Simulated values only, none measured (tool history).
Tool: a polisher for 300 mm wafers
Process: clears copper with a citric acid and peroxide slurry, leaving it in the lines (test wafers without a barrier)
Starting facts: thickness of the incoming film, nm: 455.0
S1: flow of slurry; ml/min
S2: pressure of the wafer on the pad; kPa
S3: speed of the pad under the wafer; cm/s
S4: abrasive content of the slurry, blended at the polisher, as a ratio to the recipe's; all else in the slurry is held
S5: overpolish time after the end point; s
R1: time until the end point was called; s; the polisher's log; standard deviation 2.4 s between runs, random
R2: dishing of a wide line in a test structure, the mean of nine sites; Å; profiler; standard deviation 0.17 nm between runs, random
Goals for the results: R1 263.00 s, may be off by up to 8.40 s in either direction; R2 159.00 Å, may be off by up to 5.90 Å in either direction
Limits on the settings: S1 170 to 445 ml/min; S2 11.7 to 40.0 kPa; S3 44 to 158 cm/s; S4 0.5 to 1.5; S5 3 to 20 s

run 1 hour=0.0 | S1=285 S2=25.5 S3=100 S4=1.0 S5=10 | R1=180.40 R2=177.43
run 2 hour=4.3 | S1=285 S2=25.5 S3=100 S4=0.8 S5=10 | R1=189.02 R2=169.82
run 3 hour=5.3 | S1=285 S2=20.0 S3=100 S4=0.8 S5=10 | R1=236.90 R2=137.86
run 4 hour=12.7 | S1=250 S2=20.0 S3=100 S4=0.8 S5=10 | R1=239.49 R2=137.52
run 5 hour=21.4 | S1=250 S2=19.3 S3=100 S4=0.8 S5=11 | R1=250.64 R2=142.80
run 6 hour=30.4 | S1=245 S2=19.3 S3=100 S4=0.8 S5=11 | R1=252.31 R2=142.64
run 7 hour=35.0 | S1=240 S2=19.3 S3=100 S4=0.8 S5=11 | R1=249.09 R2=143.22
run 8 hour=37.0 | S1=240 S2=17.9 S3=100 S4=0.8 S5=13 | R1=272.31 R2=156.51

Which single option among these 5 for the next run brings every result within its allowed miss of target? Just one does.
run A hour=39.0 | S1=225 S2=17.2 S3=102 S4=0.8 S5=13 | R1=? R2=?
run B hour=39.0 | S1=180 S2=15.9 S3=116 S4=0.9 S5=13 | R1=? R2=?
run C hour=39.0 | S1=185 S2=15.9 S3=128 S4=0.8 S5=13 | R1=? R2=?
run D hour=39.0 | S1=240 S2=19.3 S3=90 S4=0.6 S5=13 | R1=? R2=?
run E hour=39.0 | S1=175 S2=20.7 S3=84 S4=0.9 S5=14 | R1=? R2=?

move=A R1=280.20 R2=149.44
move=B R1=283.01 R2=147.89
move=C R1=265.64 R2=156.12
move=D R1=288.52 R2=146.01
move=E R1=283.75 R2=158.13
A: the biggest miss grows against the last run
B: the biggest miss grows against the last run
C: each result inside its tolerance
D: the biggest miss grows against the last run
E: the biggest miss grows against the last run
So the answer is move C, the one that meets all the targets.
